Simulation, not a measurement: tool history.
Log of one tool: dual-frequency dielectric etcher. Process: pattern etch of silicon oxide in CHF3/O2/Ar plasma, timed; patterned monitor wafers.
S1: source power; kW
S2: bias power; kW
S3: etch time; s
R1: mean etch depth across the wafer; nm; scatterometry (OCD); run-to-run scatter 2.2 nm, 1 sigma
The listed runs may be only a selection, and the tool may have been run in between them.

run	day	S1	S2	S3	R1
1	0.000	0.730	0.184	643.0	1381.8
2	0.083	0.730	0.184	643.0	1380.8
3	0.358	0.730	0.184	673.5	1447.0
4	0.729	0.680	0.169	666.0	1363.0
5	0.971	0.560	0.169	666.0	1268.5
6	1.079	0.560	0.169	643.0	1230.8
7	1.321	0.560	0.169	643.0	1232.6

For run 8, what comes out?
8	1.692	0.530	0.162	643.0	?

{"run 8": {"R1": 1195.6}}
